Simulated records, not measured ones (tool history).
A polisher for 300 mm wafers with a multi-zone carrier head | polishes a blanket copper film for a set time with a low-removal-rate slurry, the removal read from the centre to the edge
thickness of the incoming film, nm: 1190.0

| run | hour | flow of slurry (ml/min) | pressure of the head's centre zone | pressure of the head's middle zone | pressure of the head's edge zone | abrasive content of the slurry | polishing time (s) | film removed at the wafer's centre (nm) | film removed at mid-radius (nm) | film removed at the wafer's edge (nm) |
|---|---|---|---|---|---|---|---|---|---|---|
| 1 | 0 | 255 | 1 | 1 | 1 | 1 | 60 | 179.21 | 178.38 | 179.45 |
| 2 | 5.3 | 305 | 1 | 1 | 1 | 1 | 60 | 182.55 | 184.66 | 182.82 |
| 3 | 9.2 | 305 | 1 | 1 | 1 | 1 | 65 | 200.39 | 199.21 | 201.95 |
| 4 | 10.4 | 290 | 0.95 | 0.98 | 0.98 | 0.85 | 57 | 156.3 | 159 | 157.71 |
| 5 | 18.4 | 290 | 0.95 | 0.98 | 0.98 | 0.85 | 47 | 129.72 | 132.16 | 135.51 |
| 6 | 25.5 | 340 | 0.95 | 0.98 | 0.98 | 0.85 | 47 | 131.85 | 133.51 | 134.59 |
| 7 | 27.9 | 335 | 0.91 | 0.99 | 0.98 | 0.75 | 45 | 115.04 | 121.07 | 123.51 |
| 8 | 35.7 | 265 | 0.81 | 1 | 0.88 | 0.5 | 44 | 81.657 | 100.5 | 93.854 |
| 9 | 43.5 | 275 | 0.82 | 0.99 | 0.89 | 0.5 | 44 | 83.519 | 99.647 | 94.518 |
| 10 | 50.4 | 285 | 0.82 | 0.99 | 0.9 | 0.5 | 44 | 83.584 | 98.111 | 96.413 |
| 11 | 51.8 | 290 | 0.83 | 1 | 0.91 | 0.5 | 44 | 84.62 | 102.31 | 96.021 |
| 12 | 55 | 295 | 0.85 | 0.96 | 0.95 | 0.6 | 44 | 94.965 | 106.24 | 108.79 |
| 13 | 57.3 | 295 | 0.84 | 0.96 | 0.93 | 0.6 | 44 | 93.027 | 108.12 | 105.44 |
| 14 | 58.8 | 285 | 0.84 | 0.96 | 0.93 | 0.6 | 44 | 94.37 | 106.31 | 104.66 |

Forecast run 15:
| 15 | 62 | 285 | 0.83 | 0.96 | 0.93 | 0.6 | 44 | ? | ? | ? |

Run 15 gave film removed at the wafer's centre (nm) 92.317, film removed at mid-radius (nm) 106.12, film removed at the wafer's edge (nm) 106.35.
